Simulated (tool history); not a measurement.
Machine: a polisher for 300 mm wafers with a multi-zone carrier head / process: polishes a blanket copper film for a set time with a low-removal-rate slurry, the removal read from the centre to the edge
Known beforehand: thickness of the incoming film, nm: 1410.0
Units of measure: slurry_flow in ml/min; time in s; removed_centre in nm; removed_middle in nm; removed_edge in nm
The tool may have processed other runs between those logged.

Run 1, hour 0: slurry_flow 270 ml/min, centre_zone 1, middle_zone 1, edge_zone 1, slurry_solids 1, time 81 s. Result: removed_centre 157.98 nm, removed_middle 155.43 nm, removed_edge 158.97 nm.
Run 2, hour 3.9: slurry_flow 280 ml/min, centre_zone 1.03, middle_zone 1.03, edge_zone 1.02, slurry_solids 1.1, time 85 s. Result: removed_centre 180.36 nm, removed_middle 170.25 nm, removed_edge 172.26 nm.
Run 3, hour 9.4: slurry_flow 280 ml/min, centre_zone 1.03, middle_zone 1.03, edge_zone 1.09, slurry_solids 1.1, time 85 s. Result: removed_centre 175.5 nm, removed_middle 173.59 nm, removed_edge 176.54 nm.
Run 4, hour 10.7: slurry_flow 285 ml/min, centre_zone 1.05, middle_zone 1.05, edge_zone 1.1, slurry_solids 1.2, time 88 s. Result: removed_centre 193.61 nm, removed_middle 184.04 nm, removed_edge 187.39 nm.
Run 5, hour 13.9: slurry_flow 285 ml/min, centre_zone 1.05, middle_zone 1.05, edge_zone 1.1, slurry_solids 1.2, time 76 s. Result: removed_centre 166.12 nm, removed_middle 159.73 nm, removed_edge 162.47 nm.
Run 6, hour 18.8: slurry_flow 285 ml/min, centre_zone 1.05, middle_zone 0.98, edge_zone 1.1, slurry_solids 1.2, time 76 s. Result: removed_centre 165.8 nm, removed_middle 153.85 nm, removed_edge 161.25 nm.
Run 7, hour 23.2: slurry_flow 295 ml/min, centre_zone 1.06, middle_zone 1.02, edge_zone 1.11, slurry_solids 1.25, time 81 s. Result: removed_centre 182.76 nm, removed_middle 167.01 nm, removed_edge 178.68 nm.
Run 8, hour 25.2: slurry_flow 300 ml/min, centre_zone 1.1, middle_zone 1.12, edge_zone 1.01, slurry_solids 1.5, time 103 s. Result: removed_centre 250.31 nm, removed_middle 239.94 nm, removed_edge 228.52 nm.

For run 9, what comes out?
Run 9, hour 30.9: slurry_flow 305 ml/min, centre_zone 1.11, middle_zone 1.12, edge_zone 1.02, slurry_solids 1.5, time 103 s. Result: removed_centre ?, removed_middle ?, removed_edge ?.

For run 9 the tool returned removed_centre 254.37 nm, removed_middle 253.97 nm, removed_edge 228 nm.
